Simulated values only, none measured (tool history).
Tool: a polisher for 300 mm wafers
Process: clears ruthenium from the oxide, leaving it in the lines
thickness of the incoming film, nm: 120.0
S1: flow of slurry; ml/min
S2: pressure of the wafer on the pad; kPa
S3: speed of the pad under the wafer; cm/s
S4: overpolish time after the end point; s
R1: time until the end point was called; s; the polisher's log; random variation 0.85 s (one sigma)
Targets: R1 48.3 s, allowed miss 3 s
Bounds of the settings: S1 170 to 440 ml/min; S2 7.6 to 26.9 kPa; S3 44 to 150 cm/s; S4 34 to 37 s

Run 1, hour 0: S1 280 ml/min, S2 17.2 kPa, S3 96 cm/s, S4 34 s. Result: R1 75.798 s.
Run 2, hour 4.6: S1 280 ml/min, S2 18.6 kPa, S3 96 cm/s, S4 34 s. Result: R1 68.027 s.
Run 3, hour 9: S1 325 ml/min, S2 18.6 kPa, S3 96 cm/s, S4 34 s. Result: R1 67.743 s.
Run 4, hour 14.1: S1 325 ml/min, S2 19.3 kPa, S3 96 cm/s, S4 34 s. Result: R1 65.777 s.
Run 5, hour 22.9: S1 325 ml/min, S2 15.2 kPa, S3 96 cm/s, S4 34 s. Result: R1 79.489 s.
Run 6, hour 28.5: S1 280 ml/min, S2 15.2 kPa, S3 96 cm/s, S4 34 s. Result: R1 81.362 s.
Run 7, hour 36.9: S1 285 ml/min, S2 20 kPa, S3 102 cm/s, S4 34 s. Result: R1 61.368 s.
Run 8, hour 38.4: S1 285 ml/min, S2 20.7 kPa, S3 102 cm/s, S4 34 s. Result: R1 59.86 s.
Run 9, hour 46.5: S1 285 ml/min, S2 21.4 kPa, S3 102 cm/s, S4 34 s. Result: R1 57.653 s.

5 next moves are on the table. One of them brings every result within its allowed miss. Which?
Run A, hour 54.6: S1 260 ml/min, S2 19.3 kPa, S3 86 cm/s, S4 37 s. Result: R1 ?.
Run B, hour 54.6: S1 250 ml/min, S2 18.6 kPa, S3 100 cm/s, S4 37 s. Result: R1 ?.
Run C, hour 54.6: S1 275 ml/min, S2 24.1 kPa, S3 64 cm/s, S4 37 s. Result: R1 ?.
Run D, hour 54.6: S1 235 ml/min, S2 24.1 kPa, S3 82 cm/s, S4 36 s. Result: R1 ?.
Run E, hour 54.6: S1 310 ml/min, S2 25.5 kPa, S3 102 cm/s, S4 37 s. Result: R1 ?.

move      R1
   A  73.669
   B  66.925
   C  76.853
   D   63.12
   E  48.461
A: further off than the last run
B: further off than the last run
C: further off than the last run
D: further off than the last run
E: meets every target
Move E is the one to make.

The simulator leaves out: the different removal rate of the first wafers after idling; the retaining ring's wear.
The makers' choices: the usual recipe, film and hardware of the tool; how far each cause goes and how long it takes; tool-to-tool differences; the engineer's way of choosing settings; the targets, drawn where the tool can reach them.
